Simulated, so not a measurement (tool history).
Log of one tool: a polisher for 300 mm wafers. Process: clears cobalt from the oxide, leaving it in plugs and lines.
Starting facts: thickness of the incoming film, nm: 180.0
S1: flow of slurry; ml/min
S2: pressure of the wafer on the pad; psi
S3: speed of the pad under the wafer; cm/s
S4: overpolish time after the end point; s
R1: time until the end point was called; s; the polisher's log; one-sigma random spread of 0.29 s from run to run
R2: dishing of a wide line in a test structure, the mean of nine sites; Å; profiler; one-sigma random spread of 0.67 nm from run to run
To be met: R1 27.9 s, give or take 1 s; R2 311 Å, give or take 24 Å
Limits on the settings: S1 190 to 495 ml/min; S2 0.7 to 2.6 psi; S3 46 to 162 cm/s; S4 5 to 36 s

run    day   S1   S2   S3  S4      R1      R2
  1      0  320  1.6  104  18  54.651  424.06
  2  0.121  320  1.6  104  13  53.684  351.56
  3  0.175  320  1.7  104  12  51.916  341.72
  4  0.533  320    2  104  12   43.73  382.31
  5  0.562  320  2.1  106  11   41.36   370.3
  6  0.733  320  2.1   84  11  52.377  302.17
  7  0.988  340  2.2   88  10  46.765  300.22
  8  1.033  355  2.3   92   9  42.893  292.98
  9  1.192  360  2.3   96   8  41.558  289.23
 10  1.225  370  2.3  100   8  39.702  292.74
 11  1.271  460  2.6  118   5  29.948  249.58
 12  1.608  450  2.6  118   5  30.577  244.43
 13  1.712  440  2.6  120   5  29.786  267.66
 14  1.992  435  2.6  122   5  29.036  266.61
 15  2.125  440  2.6  126   9   28.09  411.12
 16  2.421  450  2.6  126   7  28.414  352.85
      2.65  -- head pressure recalibrated
 17   2.65  450  2.6  126   7  26.544  359.54
 18  2.817  450  2.6  126   7  26.217  351.35
 19  2.962  455  2.6  126   7  26.744  369.72
 20  3.008  365  2.5  126   5  27.971  257.96
 21  3.033  370  2.5  126   5  27.157  265.08
 22  3.121  360  2.5  126  10  27.986  484.13
 23   3.35  360  2.5  126   9  27.933  426.62
 24  3.608  365  2.5  128   7  27.686  341.24

Exactly one of the 4 candidate moves below puts every result within its allowed miss. Which one?
  A  3.867  365  2.6  126   8   ?   ?
  B  3.867  495  2.5  118   9   ?   ?
  C  3.867  395  2.4  126   8   ?   ?
  D  3.867  415  2.6  120   6   ?   ?

move      R1      R2
   A   26.29  409.07
   B  28.426  421.48
   C  28.173   388.2
   D  27.266  317.18
A: lands further from the targets than the last run did
B: lands further from the targets than the last run did
C: lands further from the targets than the last run did
D: all results in spec
Go with D: it meets all targets.

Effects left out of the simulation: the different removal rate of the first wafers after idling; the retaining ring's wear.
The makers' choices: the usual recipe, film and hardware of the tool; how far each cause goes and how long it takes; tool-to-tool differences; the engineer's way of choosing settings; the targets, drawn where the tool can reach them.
